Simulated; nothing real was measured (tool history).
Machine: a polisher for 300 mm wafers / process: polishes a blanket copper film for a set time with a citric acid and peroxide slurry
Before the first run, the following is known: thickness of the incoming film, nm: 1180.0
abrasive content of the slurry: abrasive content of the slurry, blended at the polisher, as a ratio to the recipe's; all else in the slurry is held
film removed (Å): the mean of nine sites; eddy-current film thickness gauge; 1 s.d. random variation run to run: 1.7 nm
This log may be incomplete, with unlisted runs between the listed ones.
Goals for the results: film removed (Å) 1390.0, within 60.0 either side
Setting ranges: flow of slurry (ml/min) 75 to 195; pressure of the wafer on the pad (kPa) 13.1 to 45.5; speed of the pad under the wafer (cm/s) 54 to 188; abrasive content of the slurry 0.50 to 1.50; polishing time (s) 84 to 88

| run | hour | flow of slurry (ml/min) | pressure of the wafer on the pad (kPa) | speed of the pad under the wafer (cm/s) | abrasive content of the slurry | polishing time (s) | film removed (Å) |
|---|---|---|---|---|---|---|---|
| 1 | 0.0 | 125 | 29.0 | 120 | 1.00 | 84 | 2483.1 |
| 2 | 3.3 | 125 | 29.0 | 120 | 1.00 | 88 | 2597.1 |
| 3 | 6.0 | 125 | 33.1 | 120 | 1.00 | 88 | 2950.3 |
| 4 | 11.8 | 125 | 29.0 | 116 | 1.00 | 88 | 2498.7 |
| 5 | 18.2 | 125 | 25.5 | 114 | 1.00 | 88 | 2137.3 |
| 6 | 22.6 | 125 | 25.5 | 132 | 1.00 | 88 | 2477.6 |
| 7 | 30.3 | 125 | 22.8 | 130 | 1.00 | 88 | 2182.4 |
| 8 | 36.5 | 125 | 20.7 | 128 | 1.00 | 88 | 1971.4 |
| 9 | 39.5 | 125 | 19.3 | 128 | 1.00 | 88 | 1837.0 |
| 10 | 47.5 | 125 | 17.9 | 128 | 1.00 | 88 | 1748.6 |
| 11 | 51.0 | 125 | 17.2 | 128 | 1.00 | 88 | 1649.1 |
| 12 | 56.5 | 125 | 16.5 | 128 | 1.00 | 88 | 1594.8 |
|  | 63.7 | head pressure recalibrated |
| 13 | 63.7 | 125 | 15.9 | 128 | 1.00 | 88 | 1721.4 |

Which single option among these 5 for the next run brings every result within its allowed miss of target? Just one does.
| A | 70.9 | 130 | 13.1 | 120 | 0.90 | 84 | ? |
| B | 70.9 | 125 | 15.2 | 154 | 0.95 | 88 | ? |
| C | 70.9 | 100 | 17.2 | 116 | 1.00 | 84 | ? |
| D | 70.9 | 150 | 13.1 | 124 | 1.05 | 85 | ? |
| E | 70.9 | 105 | 13.1 | 148 | 1.00 | 85 | ? |

| move | film removed (Å) |
|---|---|
| A | 1268.2 |
| B | 1964.2 |
| C | 1593.5 |
| D | 1416.2 |
| E | 1581.6 |
A: carries the result that was furthest off beyond its target, to the other side
B: further off than the last run
C: an improvement on the last run, though not all results are within tolerance
D: meets every target
E: an improvement on the last run, though not all results are within tolerance
D is the move that brings every result within its allowed miss.

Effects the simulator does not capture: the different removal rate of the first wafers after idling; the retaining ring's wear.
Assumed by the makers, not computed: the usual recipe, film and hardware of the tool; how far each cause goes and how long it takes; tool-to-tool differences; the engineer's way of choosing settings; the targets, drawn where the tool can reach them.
